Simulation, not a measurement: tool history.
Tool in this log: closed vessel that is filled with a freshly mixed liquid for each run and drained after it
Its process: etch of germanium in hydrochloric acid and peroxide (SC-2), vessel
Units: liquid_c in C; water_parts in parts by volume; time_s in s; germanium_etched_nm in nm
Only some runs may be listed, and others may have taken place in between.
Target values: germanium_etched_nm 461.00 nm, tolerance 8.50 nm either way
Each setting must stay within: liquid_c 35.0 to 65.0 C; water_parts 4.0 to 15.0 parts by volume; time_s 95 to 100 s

Run 1, hour 0.0: liquid_c 49.0 C, water_parts 8.5 parts by volume, time_s 95 s. Result: germanium_etched_nm 366.96 nm.
Run 2, hour 5.3: liquid_c 45.5 C, water_parts 8.5 parts by volume, time_s 95 s. Result: germanium_etched_nm 330.26 nm.
Run 3, hour 14.0: liquid_c 49.0 C, water_parts 8.5 parts by volume, time_s 95 s. Result: germanium_etched_nm 367.72 nm.
Run 4, hour 20.3: liquid_c 51.5 C, water_parts 8.5 parts by volume, time_s 95 s. Result: germanium_etched_nm 398.75 nm.
Run 5, hour 23.3: liquid_c 45.0 C, water_parts 8.5 parts by volume, time_s 95 s. Result: germanium_etched_nm 322.09 nm.
Run 6, hour 31.9: liquid_c 48.5 C, water_parts 8.5 parts by volume, time_s 95 s. Result: germanium_etched_nm 359.97 nm.
Run 7, hour 34.2: liquid_c 51.0 C, water_parts 8.5 parts by volume, time_s 95 s. Result: germanium_etched_nm 391.89 nm.
Run 8, hour 41.1: liquid_c 51.0 C, water_parts 8.5 parts by volume, time_s 95 s. Result: germanium_etched_nm 395.08 nm.
Run 9, hour 45.3: liquid_c 51.0 C, water_parts 8.5 parts by volume, time_s 95 s. Result: germanium_etched_nm 391.08 nm.
Run 10, hour 51.7: liquid_c 57.0 C, water_parts 8.5 parts by volume, time_s 95 s. Result: germanium_etched_nm 471.76 nm.

Exactly one of the 4 candidate moves below puts every result within its allowed miss. Which one?
Run A, hour 58.1: liquid_c 56.5 C, water_parts 9.0 parts by volume, time_s 100 s. Result: germanium_etched_nm ?.
Run B, hour 58.1: liquid_c 57.5 C, water_parts 6.0 parts by volume, time_s 95 s. Result: germanium_etched_nm ?.
Run C, hour 58.1: liquid_c 56.0 C, water_parts 7.5 parts by volume, time_s 95 s. Result: germanium_etched_nm ?.
Run D, hour 58.1: liquid_c 57.5 C, water_parts 7.5 parts by volume, time_s 95 s. Result: germanium_etched_nm ?.

move  germanium_etched_nm
   A               485.33
   B               488.43
   C               460.67
   D               482.17
A: further off than the last run
B: further off than the last run
C: meets every target
D: further off than the last run
C is the move that brings every result within its allowed miss.
